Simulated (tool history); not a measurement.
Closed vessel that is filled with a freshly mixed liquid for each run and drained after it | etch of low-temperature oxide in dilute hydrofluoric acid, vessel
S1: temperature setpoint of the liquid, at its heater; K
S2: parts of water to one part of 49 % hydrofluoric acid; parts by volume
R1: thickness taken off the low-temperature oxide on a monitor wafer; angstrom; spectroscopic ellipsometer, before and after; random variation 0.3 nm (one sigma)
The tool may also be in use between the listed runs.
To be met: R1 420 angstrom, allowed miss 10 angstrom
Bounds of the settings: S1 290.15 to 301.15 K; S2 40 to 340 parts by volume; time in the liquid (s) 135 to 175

Run 1, hour 0: S1 293.15 K, S2 190 parts by volume, time in the liquid (s) 175. Result: R1 253.46 angstrom.
Run 2, hour 3.9: S1 294.15 K, S2 185 parts by volume, time in the liquid (s) 175. Result: R1 274.36 angstrom.
Run 3, hour 6.2: S1 294.15 K, S2 185 parts by volume, time in the liquid (s) 175. Result: R1 272.7 angstrom.
Run 4, hour 7.2: S1 294.15 K, S2 150 parts by volume, time in the liquid (s) 175. Result: R1 348.09 angstrom.
Run 5, hour 9.9: S1 294.15 K, S2 150 parts by volume, time in the liquid (s) 135. Result: R1 268.17 angstrom.
Run 6, hour 13.5: S1 295.15 K, S2 145 parts by volume, time in the liquid (s) 135. Result: R1 289.04 angstrom.
Run 7, hour 20.7: S1 295.65 K, S2 135 parts by volume, time in the liquid (s) 135. Result: R1 317.08 angstrom.
Run 8, hour 27.7: S1 296.15 K, S2 130 parts by volume, time in the liquid (s) 135. Result: R1 345.38 angstrom.
Run 9, hour 34.6: S1 296.65 K, S2 130 parts by volume, time in the liquid (s) 135. Result: R1 351.61 angstrom.
Run 10, hour 42.7: S1 297.15 K, S2 130 parts by volume, time in the liquid (s) 135. Result: R1 353.28 angstrom.
Run 11, hour 49.9: S1 301.15 K, S2 120 parts by volume, time in the liquid (s) 135. Result: R1 454.34 angstrom.

Which of these 4 next moves meets every target?
Run A, hour 57.1: S1 301.15 K, S2 140 parts by volume, time in the liquid (s) 140. Result: R1 ?.
Run B, hour 57.1: S1 301.15 K, S2 155 parts by volume, time in the liquid (s) 175. Result: R1 ?.
Run C, hour 57.1: S1 299.15 K, S2 120 parts by volume, time in the liquid (s) 135. Result: R1 ?.
Run D, hour 57.1: S1 299.15 K, S2 130 parts by volume, time in the liquid (s) 140. Result: R1 ?.

move      R1
   A  396.46
   B  439.25
   C  424.22
   D  401.08
A: takes the result that was furthest off past its target
B: nearer than the last run, and not there yet
C: meets every target
D: takes the result that was furthest off past its target
The right move is C.
